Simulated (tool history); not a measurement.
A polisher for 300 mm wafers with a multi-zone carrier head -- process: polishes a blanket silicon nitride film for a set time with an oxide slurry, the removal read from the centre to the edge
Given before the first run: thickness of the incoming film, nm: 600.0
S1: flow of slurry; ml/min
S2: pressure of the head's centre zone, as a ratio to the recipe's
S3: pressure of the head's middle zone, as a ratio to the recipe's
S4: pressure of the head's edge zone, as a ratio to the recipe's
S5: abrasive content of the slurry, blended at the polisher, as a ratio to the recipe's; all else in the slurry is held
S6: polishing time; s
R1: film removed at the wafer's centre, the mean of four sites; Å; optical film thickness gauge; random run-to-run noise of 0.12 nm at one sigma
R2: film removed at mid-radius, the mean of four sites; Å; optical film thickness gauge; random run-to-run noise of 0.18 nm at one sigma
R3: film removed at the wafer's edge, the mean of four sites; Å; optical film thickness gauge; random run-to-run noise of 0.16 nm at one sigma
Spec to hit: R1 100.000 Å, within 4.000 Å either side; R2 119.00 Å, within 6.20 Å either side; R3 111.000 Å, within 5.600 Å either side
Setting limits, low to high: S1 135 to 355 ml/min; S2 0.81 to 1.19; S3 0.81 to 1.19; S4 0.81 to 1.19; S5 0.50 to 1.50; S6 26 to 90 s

run,hour,S1,S2,S3,S4,S5,S6,R1,R2,R3
1,0.0,225,1.00,1.00,1.00,1.00,58,191.480,193.43,197.550
2,8.1,225,1.04,1.00,1.00,1.00,58,200.030,194.10,191.750
3,14.4,225,1.04,0.95,1.00,1.00,58,198.640,188.00,194.790
4,19.6,220,1.01,0.98,0.98,0.90,55,177.190,176.37,172.030
5,20.3,220,0.97,0.98,0.98,0.90,55,169.310,172.73,180.660
6,23.1,215,0.95,1.00,0.97,0.80,52,156.250,164.58,157.250
7,30.0,210,0.92,1.00,0.97,0.75,49,138.790,147.80,148.760
8,32.8,205,0.90,1.01,0.96,0.70,47,127.950,142.33,137.660
9,41.6,200,0.89,1.01,0.95,0.65,46,118.100,132.48,131.800
10,46.3,200,0.89,1.02,0.93,0.60,45,111.980,125.68,119.150

Exercise: of the 5 proposed moves below, exactly one satisfies all targets within the stated allowed misses. Which move is it?
A,51.0,195,0.81,1.10,0.83,0.70,41,?,?,?
B,51.0,220,0.87,1.08,0.97,0.80,36,?,?,?
C,51.0,245,1.06,1.06,0.88,0.50,43,?,?,?
D,51.0,195,0.87,1.00,0.91,0.50,39,?,?,?
E,51.0,190,0.83,1.12,0.83,0.50,42,?,?,?

move,R1,R2,R3
A,101.170,129.16,110.730
B,99.686,117.93,110.090
C,121.760,119.85,108.500
D,91.379,101.46,98.502
E,94.485,120.08,101.420
A: corrects the largest miss of the last run, while another result sits out of spec
B: all results land within tolerance of their targets
C: the biggest miss grows against the last run
D: takes the biggest miss from the last run beyond its target
E: takes the biggest miss from the last run beyond its target
The move that meets every target is B.
